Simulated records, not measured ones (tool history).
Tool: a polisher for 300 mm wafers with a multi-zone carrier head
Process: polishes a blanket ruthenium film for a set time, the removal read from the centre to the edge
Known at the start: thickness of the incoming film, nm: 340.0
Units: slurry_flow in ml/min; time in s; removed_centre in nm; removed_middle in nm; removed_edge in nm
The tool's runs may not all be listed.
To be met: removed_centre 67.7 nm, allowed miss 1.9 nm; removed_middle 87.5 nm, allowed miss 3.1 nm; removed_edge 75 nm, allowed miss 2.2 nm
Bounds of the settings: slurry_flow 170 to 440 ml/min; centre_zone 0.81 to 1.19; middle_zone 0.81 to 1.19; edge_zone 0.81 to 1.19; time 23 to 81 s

run,hour,slurry_flow,centre_zone,middle_zone,edge_zone,time,removed_centre,removed_middle,removed_edge
1,0,280,1,1,1,52,89.797,96.113,92.646
2,6.4,325,1,1,1,52,92.184,96.69,95.243
3,10.1,325,1,1,0.95,52,92.254,97.655,91.153
4,16.1,305,0.95,0.99,0.92,51,83.532,93.942,89.074
5,23.3,290,0.93,1,0.89,50,82.189,92.799,87.015
6,31.1,290,0.93,1,0.81,50,81.924,92.525,82.575
7,35.9,290,0.91,1.02,0.81,48,76.631,91.356,78.875
8,37,285,0.89,1.02,0.81,47,73.159,90.233,77.445
9,41.1,280,0.88,1.02,0.81,47,71.837,89.415,75.293
10,43.1,270,0.87,1.01,0.82,47,70.596,88.606,77.25
11,48.4,265,0.87,1.01,0.82,47,70.591,88.214,76.911
12,55.9,260,0.87,1.01,0.82,47,70.995,86.295,77.153
13,60.2,260,0.86,1.02,0.82,47,70.538,88.278,76.316

4 next moves are on the table. One of them brings every result within its allowed miss. Which?
A,64.5,255,0.86,0.97,0.96,46,?,?,?
B,64.5,185,0.86,1.04,0.81,47,?,?,?
C,64.5,170,0.91,1.04,0.83,48,?,?,?
D,64.5,275,0.9,1.11,0.81,43,?,?,?

move,removed_centre,removed_middle,removed_edge
A,68.642,80.681,80.712
B,67.881,84.893,74.584
C,72.694,85.939,76.503
D,67.719,85.104,70.05
A: brings the result that was furthest off to its target, and leaves another outside
B: meets every target
C: further off than the last run
D: brings the result that was furthest off to its target, and leaves another outside
Move B is the one to make.
